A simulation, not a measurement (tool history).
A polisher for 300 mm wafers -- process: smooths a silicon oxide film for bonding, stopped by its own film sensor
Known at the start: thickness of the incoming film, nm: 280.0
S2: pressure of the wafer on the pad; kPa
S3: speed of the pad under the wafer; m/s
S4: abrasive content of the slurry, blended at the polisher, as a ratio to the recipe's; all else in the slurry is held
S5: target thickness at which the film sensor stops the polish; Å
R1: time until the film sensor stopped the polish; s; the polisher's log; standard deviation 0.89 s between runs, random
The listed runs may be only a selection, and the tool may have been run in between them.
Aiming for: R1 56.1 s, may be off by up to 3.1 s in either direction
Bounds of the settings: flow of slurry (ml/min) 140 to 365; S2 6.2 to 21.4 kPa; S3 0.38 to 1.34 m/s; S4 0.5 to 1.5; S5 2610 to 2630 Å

run 1 hour=0 | flow_of_slurry_(ml/min)=235 S2=13.8 S3=0.86 S4=1 S5=2610 | R1=33.567
run 2 hour=9 | flow_of_slurry_(ml/min)=235 S2=13.8 S3=0.86 S4=0.85 S5=2610 | R1=36.705
run 3 hour=11 | flow_of_slurry_(ml/min)=235 S2=13.8 S3=0.98 S4=0.85 S5=2610 | R1=33.338
run 4 hour=15.9 | flow_of_slurry_(ml/min)=210 S2=13.8 S3=0.98 S4=0.85 S5=2610 | R1=34.077
run 5 hour=18.4 | flow_of_slurry_(ml/min)=240 S2=13.8 S3=0.98 S4=0.85 S5=2610 | R1=34.286
run 6 hour=23.9 | flow_of_slurry_(ml/min)=240 S2=13.8 S3=0.98 S4=0.85 S5=2610 | R1=33.059
run 7 hour=30.2 | flow_of_slurry_(ml/min)=240 S2=13.1 S3=0.98 S4=0.85 S5=2610 | R1=34.885
run 8 hour=30.9 | flow_of_slurry_(ml/min)=240 S2=12.4 S3=0.98 S4=0.85 S5=2610 | R1=36.59
run 9 hour=32.9 | flow_of_slurry_(ml/min)=240 S2=11.7 S3=0.98 S4=0.85 S5=2610 | R1=39.476
run 10 hour=35 | flow_of_slurry_(ml/min)=240 S2=11 S3=0.98 S4=0.85 S5=2610 | R1=40.758
run 11 hour=42 | flow_of_slurry_(ml/min)=240 S2=10.3 S3=0.98 S4=0.85 S5=2610 | R1=44.197
run 12 hour=48.2 | flow_of_slurry_(ml/min)=240 S2=9 S3=0.96 S4=0.85 S5=2610 | R1=51.161

5 candidate next runs follow, results not yet known. Just one meets every target within its allowed miss. Identify it.
run A hour=54.4 | flow_of_slurry_(ml/min)=260 S2=7.6 S3=0.94 S4=0.7 S5=2620 | R1=?
run B hour=54.4 | flow_of_slurry_(ml/min)=230 S2=6.9 S3=1.06 S4=0.75 S5=2610 | R1=?
run C hour=54.4 | flow_of_slurry_(ml/min)=280 S2=7.6 S3=0.86 S4=0.8 S5=2610 | R1=?
run D hour=54.4 | flow_of_slurry_(ml/min)=220 S2=7.6 S3=0.9 S4=0.8 S5=2610 | R1=?
run E hour=54.4 | flow_of_slurry_(ml/min)=255 S2=7.6 S3=0.94 S4=0.8 S5=2630 | R1=?

move=A R1=62.777
move=B R1=64.786
move=C R1=65.775
move=D R1=64.91
move=E R1=55.581
A: moves the result that the last run missed by most past its target, out the other side
B: moves the result that the last run missed by most past its target, out the other side
C: moves the result that the last run missed by most past its target, out the other side
D: moves the result that the last run missed by most past its target, out the other side
E: every result lands within tolerance
Move E is the one to make.
